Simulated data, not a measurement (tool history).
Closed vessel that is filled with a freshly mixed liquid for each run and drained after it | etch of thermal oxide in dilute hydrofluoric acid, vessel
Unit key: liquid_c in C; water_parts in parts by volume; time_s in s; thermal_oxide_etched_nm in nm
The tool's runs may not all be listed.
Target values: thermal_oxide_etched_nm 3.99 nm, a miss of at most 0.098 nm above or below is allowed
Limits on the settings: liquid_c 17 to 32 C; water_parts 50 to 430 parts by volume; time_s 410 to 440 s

run,hour,liquid_c,water_parts,time_s,thermal_oxide_etched_nm
1,0,24,240,410,6.7541
2,2.6,24,190,410,9.1727
3,4.7,24,270,410,5.8934
4,8.2,23,275,410,5.5847
5,13.6,23,275,410,5.5656
6,16.3,23,275,440,5.9393
7,18.2,22.5,280,440,5.7533
8,24.3,22,285,440,5.5458
9,27.3,21.5,290,440,5.3158
10,33.8,21,295,440,5.0807
11,34.7,20.5,300,440,4.9042
12,38.1,20,300,440,4.8161
13,40.8,19.5,300,440,4.7385
14,42,19,300,440,4.6152
15,50.2,18,310,440,4.2794
16,55.6,17.5,315,440,4.0941

Exercise: of the 4 proposed moves below, exactly one satisfies all targets within the stated allowed misses. Which move is it?
A,61,18.5,320,440,?
B,61,17.5,320,435,?
C,61,17,295,420,?
D,61,17.5,310,440,?

move,thermal_oxide_etched_nm
A,4.153
B,3.9565
C,4.1524
D,4.1657
A: misses by more than the last run did
B: hits every target within its allowed miss
C: misses by more than the last run did
D: misses by more than the last run did
B meets every target.
